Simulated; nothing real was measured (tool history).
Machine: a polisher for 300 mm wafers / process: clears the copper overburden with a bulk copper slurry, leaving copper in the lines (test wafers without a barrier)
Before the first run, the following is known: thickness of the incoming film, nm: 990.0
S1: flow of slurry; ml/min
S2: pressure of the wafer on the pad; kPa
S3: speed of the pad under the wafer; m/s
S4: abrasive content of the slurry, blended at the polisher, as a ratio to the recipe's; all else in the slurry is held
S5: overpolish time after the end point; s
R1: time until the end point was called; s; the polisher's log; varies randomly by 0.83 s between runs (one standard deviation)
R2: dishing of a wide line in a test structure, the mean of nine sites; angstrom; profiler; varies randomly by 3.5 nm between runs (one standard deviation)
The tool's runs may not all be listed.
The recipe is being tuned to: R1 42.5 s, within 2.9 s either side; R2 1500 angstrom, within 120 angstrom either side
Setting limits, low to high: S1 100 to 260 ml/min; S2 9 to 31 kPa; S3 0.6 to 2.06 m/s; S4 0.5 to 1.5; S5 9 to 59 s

| run | hour | S1 | S2 | S3 | S4 | S5 | R1 | R2 |
|---|---|---|---|---|---|---|---|---|
| 1 | 0 | 165 | 20 | 1.32 | 1 | 30 | 67.388 | 1337.5 |
| 2 | 8.8 | 130 | 20 | 1.32 | 1 | 30 | 66.241 | 1294.2 |
| 3 | 12.8 | 110 | 20 | 1.32 | 1 | 30 | 71.731 | 1345.7 |
| 4 | 14.4 | 120 | 22.1 | 1.34 | 1 | 27 | 64.487 | 1335.9 |
| 5 | 17.2 | 120 | 20 | 1.34 | 1 | 27 | 67.155 | 1277.6 |
| 6 | 25.1 | 120 | 20 | 1.34 | 1 | 19 | 67.163 | 1109.1 |
| 7 | 33.8 | 120 | 22.8 | 1.38 | 1 | 19 | 62.457 | 1211 |
| 8 | 40.3 | 120 | 24.8 | 1.46 | 1 | 19 | 56.425 | 1246.3 |

Next run, 4 choices. One meets every target within its allowed miss, the rest don't. Which?
| A | 46.8 | 120 | 17.9 | 0.94 | 0.85 | 22 | ? | ? |
| B | 46.8 | 125 | 31 | 1.58 | 1.05 | 26 | ? | ? |
| C | 46.8 | 105 | 24.1 | 1.22 | 1.05 | 19 | ? | ? |
| D | 46.8 | 100 | 24.8 | 0.92 | 1.1 | 30 | ? | ? |

| move | R1 | R2 |
|---|---|---|
| A | 93.728 | 1034.2 |
| B | 43.535 | 1505.9 |
| C | 63.742 | 1192.6 |
| D | 72.652 | 1339.6 |
A: its largest miss is bigger than the last run's
B: every result lands within tolerance
C: its largest miss is bigger than the last run's
D: its largest miss is bigger than the last run's
The move that meets every target is B.

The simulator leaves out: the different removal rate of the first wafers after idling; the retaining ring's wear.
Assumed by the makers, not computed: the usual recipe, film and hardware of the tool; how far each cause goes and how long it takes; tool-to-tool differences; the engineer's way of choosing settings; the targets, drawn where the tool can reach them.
